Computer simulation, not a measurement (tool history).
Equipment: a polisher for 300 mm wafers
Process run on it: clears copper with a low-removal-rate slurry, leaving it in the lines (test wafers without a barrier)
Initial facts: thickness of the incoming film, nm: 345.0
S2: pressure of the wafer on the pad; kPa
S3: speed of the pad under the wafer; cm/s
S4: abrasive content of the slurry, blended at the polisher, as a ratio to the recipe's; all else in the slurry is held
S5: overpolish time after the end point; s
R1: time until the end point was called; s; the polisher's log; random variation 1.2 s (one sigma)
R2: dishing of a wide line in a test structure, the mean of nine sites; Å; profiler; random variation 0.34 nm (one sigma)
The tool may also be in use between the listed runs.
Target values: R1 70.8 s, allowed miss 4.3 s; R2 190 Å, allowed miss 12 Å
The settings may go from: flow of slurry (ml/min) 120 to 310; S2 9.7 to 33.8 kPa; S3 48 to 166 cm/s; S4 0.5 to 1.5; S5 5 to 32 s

{"run": 1, "hour": 0.0, "flow of slurry (ml/min)": 200, "S2": 21.4, "S3": 106, "S4": 1, "S5": 16, "R1": 93.066, "R2": 407.92}
{"run": 2, "hour": 6.4, "flow of slurry (ml/min)": 155, "S2": 21.4, "S3": 106, "S4": 1, "S5": 16, "R1": 93.717, "R2": 409.43}
{"run": 3, "hour": 8.5, "flow of slurry (ml/min)": 200, "S2": 20, "S3": 114, "S4": 1, "S5": 13, "R1": 93.901, "R2": 346.53}
{"run": 4, "hour": 12.1, "flow of slurry (ml/min)": 235, "S2": 20, "S3": 116, "S4": 1.1, "S5": 11, "R1": 86.549, "R2": 315.29}
{"run": 5, "hour": 19.8, "flow of slurry (ml/min)": 270, "S2": 20, "S3": 116, "S4": 1.1, "S5": 11, "R1": 85.973, "R2": 325.05}
{"run": 6, "hour": 24.5, "flow of slurry (ml/min)": 225, "S2": 18.6, "S3": 124, "S4": 1.2, "S5": 9, "R1": 88.485, "R2": 265.55}
{"run": 7, "hour": 30.0, "flow of slurry (ml/min)": 195, "S2": 17.9, "S3": 136, "S4": 1.3, "S5": 8, "R1": 82.838, "R2": 246.29}
{"run": 8, "hour": 32.1, "flow of slurry (ml/min)": 175, "S2": 17.2, "S3": 144, "S4": 1.35, "S5": 7, "R1": 84.381, "R2": 218.37}
{"run": 9, "hour": 38.5, "flow of slurry (ml/min)": 160, "S2": 17.2, "S3": 150, "S4": 1.4, "S5": 6, "R1": 84.198, "R2": 194.81}
{"run": 10, "hour": 44.5, "flow of slurry (ml/min)": 150, "S2": 17.9, "S3": 154, "S4": 1.45, "S5": 6, "R1": 73.88, "R2": 203.57}
{"run": 11, "hour": 47.3, "flow of slurry (ml/min)": 145, "S2": 17.9, "S3": 154, "S4": 1.45, "S5": 6, "R1": 78.206, "R2": 204.81}
{"run": 12, "hour": 48.4, "flow of slurry (ml/min)": 140, "S2": 17.9, "S3": 158, "S4": 1.45, "S5": 6, "R1": 75.835, "R2": 202.08}
{"run": 13, "hour": 56.6, "flow of slurry (ml/min)": 120, "S2": 17.9, "S3": 166, "S4": 1.45, "S5": 5, "R1": 74.979, "R2": 170.69}
{"run": 14, "hour": 65.4, "flow of slurry (ml/min)": 125, "S2": 17.9, "S3": 166, "S4": 1.45, "S5": 5, "R1": 74.205, "R2": 178.76}

Consider the 4 candidate settings below. Which is the only one whose results all fall within their allowed miss of target?
{"run": "A", "hour": 74.2, "flow of slurry (ml/min)": 125, "S2": 16.5, "S3": 166, "S4": 1.5, "S5": 5, "R1": "?", "R2": "?"}
{"run": "B", "hour": 74.2, "flow of slurry (ml/min)": 120, "S2": 20, "S3": 162, "S4": 1.5, "S5": 5, "R1": "?", "R2": "?"}
{"run": "C", "hour": 74.2, "flow of slurry (ml/min)": 175, "S2": 19.3, "S3": 166, "S4": 1.5, "S5": 5, "R1": "?", "R2": "?"}
{"run": "D", "hour": 74.2, "flow of slurry (ml/min)": 160, "S2": 15.2, "S3": 164, "S4": 1.5, "S5": 5, "R1": "?", "R2": "?"}

move=A R1=80.807 R2=168.87
move=B R1=69.487 R2=195.35
move=C R1=64.992 R2=207.67
move=D R1=84.17 R2=162.18
A: the biggest miss grows against the last run
B: every result within its allowed miss
C: moves the result that the last run missed by most past its target, out the other side
D: the biggest miss grows against the last run
Answer: B
